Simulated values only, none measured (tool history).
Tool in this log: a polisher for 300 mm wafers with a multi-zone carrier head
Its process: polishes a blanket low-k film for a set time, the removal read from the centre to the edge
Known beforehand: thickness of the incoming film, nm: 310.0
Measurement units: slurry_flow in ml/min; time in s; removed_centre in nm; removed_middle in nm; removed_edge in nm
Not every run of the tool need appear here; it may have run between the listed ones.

run,hour,slurry_flow,centre_zone,middle_zone,edge_zone,slurry_solids,time,removed_centre,removed_middle,removed_edge
1,0.0,255,1.00,1.00,1.00,1.00,40,12.140,11.575,11.309
2,4.3,195,1.00,1.00,1.00,1.00,40,11.336,11.013,10.977
3,7.8,195,1.00,1.04,1.00,1.00,40,11.473,11.302,11.175
4,14.6,195,1.00,1.04,1.00,1.20,40,12.074,12.150,11.393
5,17.5,200,1.02,1.01,0.96,1.15,39,11.969,11.307,10.971
6,22.9,200,1.02,1.01,0.96,1.15,47,14.414,13.716,13.376

The next listed run, before its measurement:
7,25.0,230,1.03,1.01,0.93,1.00,45,?,?,?

Logged for run 7: removed_centre 13.636 nm, removed_middle 12.905 nm, removed_edge 12.445 nm.
